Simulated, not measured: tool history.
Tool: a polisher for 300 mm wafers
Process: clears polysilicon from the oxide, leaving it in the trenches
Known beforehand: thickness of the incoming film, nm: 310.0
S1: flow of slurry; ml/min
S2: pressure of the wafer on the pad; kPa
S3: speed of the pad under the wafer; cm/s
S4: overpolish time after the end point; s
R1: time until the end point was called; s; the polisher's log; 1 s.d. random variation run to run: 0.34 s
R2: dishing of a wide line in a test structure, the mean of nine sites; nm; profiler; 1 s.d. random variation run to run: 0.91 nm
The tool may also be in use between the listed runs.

| run | hour | S1 | S2 | S3 | S4 | R1 | R2 |
|---|---|---|---|---|---|---|---|
| 1 | 0 | 250 | 19.3 | 130 | 13 | 16.596 | 48.81 |
| 2 | 6.3 | 250 | 19.3 | 106 | 13 | 20.196 | 51.613 |
| 3 | 8.8 | 230 | 17.2 | 116 | 11 | 20.542 | 49.5 |
| 4 | 17.5 | 230 | 21.4 | 116 | 11 | 17.322 | 50.138 |
| 5 | 19.1 | 230 | 21.4 | 116 | 7 | 17.717 | 46.307 |
| 6 | 22 | 230 | 19.3 | 116 | 7 | 18.717 | 48.483 |
| 7 | 27.2 | 215 | 17.9 | 118 | 6 | 19.401 | 44.647 |
| 8 | 30.1 | 150 | 12.4 | 120 | 4 | 24.67 | 32.759 |
| 9 | 38.2 | 150 | 12.4 | 120 | 4 | 25.15 | 33.109 |
| 10 | 44.4 | 150 | 13.8 | 120 | 10 | 23.775 | 48.888 |
| 11 | 51 | 160 | 13.8 | 120 | 9 | 23.626 | 46.426 |

Run 12 comes next. What will it give?
| 12 | 52.3 | 165 | 13.8 | 120 | 8 | ? | ? |

Run 12 measured R1 23.718 s, R2 46.082 nm.

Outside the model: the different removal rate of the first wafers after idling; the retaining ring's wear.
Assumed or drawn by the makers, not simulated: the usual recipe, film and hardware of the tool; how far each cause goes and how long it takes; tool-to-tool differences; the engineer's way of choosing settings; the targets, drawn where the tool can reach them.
